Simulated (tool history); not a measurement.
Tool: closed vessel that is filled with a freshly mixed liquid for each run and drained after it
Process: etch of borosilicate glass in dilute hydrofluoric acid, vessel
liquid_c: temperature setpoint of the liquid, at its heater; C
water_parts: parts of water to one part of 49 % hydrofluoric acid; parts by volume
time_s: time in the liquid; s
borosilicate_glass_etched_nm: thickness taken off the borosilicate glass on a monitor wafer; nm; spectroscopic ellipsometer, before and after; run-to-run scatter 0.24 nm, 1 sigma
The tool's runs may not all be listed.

run 1 day=0 | liquid_c=23 water_parts=170 time_s=550 | borosilicate_glass_etched_nm=64.19
run 2 day=0.346 | liquid_c=23 water_parts=120 time_s=550 | borosilicate_glass_etched_nm=93.919
run 3 day=0.696 | liquid_c=21 water_parts=155 time_s=550 | borosilicate_glass_etched_nm=64.538
run 4 day=0.958 | liquid_c=24 water_parts=155 time_s=550 | borosilicate_glass_etched_nm=73.148
run 5 day=1.117 | liquid_c=24 water_parts=135 time_s=550 | borosilicate_glass_etched_nm=86.168
run 6 day=1.167 | liquid_c=24 water_parts=165 time_s=550 | borosilicate_glass_etched_nm=68.529

What will run 7 give?
run 7 day=1.429 | liquid_c=20 water_parts=235 time_s=550 | borosilicate_glass_etched_nm=?

Run 7 gave borosilicate_glass_etched_nm 38.049 nm.

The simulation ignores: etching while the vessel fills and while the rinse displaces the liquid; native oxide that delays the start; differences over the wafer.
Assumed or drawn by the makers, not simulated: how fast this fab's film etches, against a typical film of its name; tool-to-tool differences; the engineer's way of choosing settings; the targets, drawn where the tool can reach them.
